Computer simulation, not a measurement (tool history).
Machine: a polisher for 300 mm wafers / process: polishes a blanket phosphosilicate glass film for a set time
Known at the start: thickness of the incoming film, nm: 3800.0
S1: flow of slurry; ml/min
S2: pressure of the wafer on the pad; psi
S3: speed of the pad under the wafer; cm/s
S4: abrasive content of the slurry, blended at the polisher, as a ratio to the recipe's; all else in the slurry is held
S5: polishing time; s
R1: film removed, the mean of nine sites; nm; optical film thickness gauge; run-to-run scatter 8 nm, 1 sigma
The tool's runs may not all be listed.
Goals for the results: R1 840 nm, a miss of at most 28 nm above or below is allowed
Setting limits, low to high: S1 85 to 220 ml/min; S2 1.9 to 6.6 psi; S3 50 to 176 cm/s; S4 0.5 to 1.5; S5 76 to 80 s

| run | day | S1 | S2 | S3 | S4 | S5 | R1 |
|---|---|---|---|---|---|---|---|
| 1 | 0 | 140 | 4.2 | 112 | 1 | 76 | 1073.2 |
| 2 | 0.233 | 135 | 3.9 | 112 | 1 | 76 | 1022.8 |
| 3 | 0.404 | 135 | 4.3 | 112 | 1 | 76 | 1105.4 |
| 4 | 0.479 | 135 | 4.3 | 112 | 1.15 | 76 | 1206.5 |
| 5 | 0.646 | 135 | 3.8 | 112 | 1.15 | 76 | 1082.4 |
| 6 | 0.917 | 135 | 3.8 | 112 | 1.15 | 80 | 1137.7 |
| 7 | 0.946 | 115 | 2.6 | 110 | 1.15 | 80 | 807.42 |
| 8 | 1.225 | 120 | 2.6 | 110 | 1.15 | 80 | 790 |

Consider the 4 candidate settings below. Which is the only one whose results all fall within their allowed miss of target?
| A | 1.504 | 150 | 3.2 | 90 | 1.2 | 78 | ? |
| B | 1.504 | 145 | 3 | 112 | 1.1 | 80 | ? |
| C | 1.504 | 130 | 3.3 | 90 | 1.25 | 80 | ? |
| D | 1.504 | 85 | 2.9 | 110 | 1 | 80 | ? |

| move | R1 |
|---|---|
| A | 842.17 |
| B | 924.2 |
| C | 878.58 |
| D | 723.27 |
A: hits every target within its allowed miss
B: moves the result that the last run missed by most past its target, out the other side
C: moves the result that the last run missed by most past its target, out the other side
D: moves away from the targets compared with the last run
The move that meets every target is A.
